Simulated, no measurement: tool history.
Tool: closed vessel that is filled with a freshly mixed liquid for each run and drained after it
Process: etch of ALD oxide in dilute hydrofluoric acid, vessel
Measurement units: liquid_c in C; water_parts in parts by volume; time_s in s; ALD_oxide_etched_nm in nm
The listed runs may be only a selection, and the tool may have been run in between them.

run 1 hour=0.0 | liquid_c=23.0 water_parts=260 time_s=60 | ALD_oxide_etched_nm=6.2035
run 2 hour=4.8 | liquid_c=24.0 water_parts=260 time_s=60 | ALD_oxide_etched_nm=6.4134
run 3 hour=10.1 | liquid_c=24.0 water_parts=165 time_s=60 | ALD_oxide_etched_nm=11.2560
run 4 hour=12.6 | liquid_c=24.0 water_parts=90 time_s=60 | ALD_oxide_etched_nm=22.4370
run 5 hour=14.5 | liquid_c=20.5 water_parts=90 time_s=60 | ALD_oxide_etched_nm=19.4040
run 6 hour=19.3 | liquid_c=20.0 water_parts=105 time_s=60 | ALD_oxide_etched_nm=15.9980

For run 7, what comes out?
run 7 hour=26.0 | liquid_c=19.5 water_parts=115 time_s=60 | ALD_oxide_etched_nm=?

{"run 7": {"ALD_oxide_etched_nm": 14.266}}

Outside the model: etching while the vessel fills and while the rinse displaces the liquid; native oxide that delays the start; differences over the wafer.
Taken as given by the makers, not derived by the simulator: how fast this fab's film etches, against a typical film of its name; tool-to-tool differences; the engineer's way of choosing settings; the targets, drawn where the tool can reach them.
